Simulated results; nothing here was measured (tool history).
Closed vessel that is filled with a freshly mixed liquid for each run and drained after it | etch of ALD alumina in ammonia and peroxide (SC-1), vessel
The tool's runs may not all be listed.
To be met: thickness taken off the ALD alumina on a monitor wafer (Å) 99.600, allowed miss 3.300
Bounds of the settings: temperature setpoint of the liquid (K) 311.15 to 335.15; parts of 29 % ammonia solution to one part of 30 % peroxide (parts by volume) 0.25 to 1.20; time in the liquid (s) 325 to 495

run  hour  temperature setpoint of the liquid (K)  parts of 29 % ammonia solution to one part of 30 % peroxide (parts by volume)  time in the liquid (s)  thickness taken off the ALD alumina on a monitor wafer (Å)
  1   0.0                                  319.15                                                                           0.95                     495                                                     167.800
  2   4.3                                  319.15                                                                           0.95                     325                                                     109.050
  3  10.2                                  319.15                                                                           1.20                     325                                                     112.470
  4  12.8                                  318.65                                                                           1.20                     325                                                     108.860
  5  19.8                                  322.15                                                                           1.20                     325                                                     132.490
  6  27.6                                  322.15                                                                           1.00                     325                                                     127.920
  7  31.9                                  322.15                                                                           1.00                     325                                                     130.710
  8  39.1                                  320.65                                                                           1.00                     325                                                     119.540
  9  40.9                                  319.65                                                                           1.00                     325                                                     113.480
 10  45.6                                  319.15                                                                           1.00                     325                                                     110.310

4 next moves are on the table. One of them brings every result within its allowed miss. Which?
  A  50.3                                  317.15                                                                           1.10                     355                                                           ?
  B  50.3                                  321.65                                                                           0.60                     350                                                           ?
  C  50.3                                  317.65                                                                           0.75                     335                                                           ?
  D  50.3                                  320.65                                                                           0.90                     345                                                           ?

move  thickness taken off the ALD alumina on a monitor wafer (Å)
   A                                                     106.250
   B                                                     127.470
   C                                                      99.475
   D                                                     123.500
A: nearer than the last run, and not there yet
B: further off than the last run
C: meets every target
D: further off than the last run
Move C is the one to make.
